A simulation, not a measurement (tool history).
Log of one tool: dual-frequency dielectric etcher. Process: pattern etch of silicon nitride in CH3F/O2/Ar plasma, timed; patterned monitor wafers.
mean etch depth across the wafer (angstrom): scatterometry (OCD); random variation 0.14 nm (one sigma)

run  hour  source power (W)  bias power (W)  etch time (s)  mean etch depth across the wafer (angstrom)
  1   0.0               410              61           75.5                                       480.07
  2   6.5               450              61           75.5                                       503.08
  3   9.1               380              61           75.5                                       462.13
  4  11.2               410              61           75.5                                       479.67
  5  18.6               360              61           75.5                                       445.64
  6  19.4               330              61           75.5                                       427.41
  7  24.8               370              62           75.5                                       460.53
  8  31.5               400              62           75.5                                       477.42
  9  32.8               420              62           75.5                                       490.22
 10  35.4               430              62           75.5                                       497.60
 11  39.8               440              62           75.5                                       502.83
 12  40.9               450              62           75.5                                       507.74

Run 13 comes next. What will it give?
 13  45.6               460              62           75.5                                            ?

mean etch depth across the wafer (angstrom): 511.94
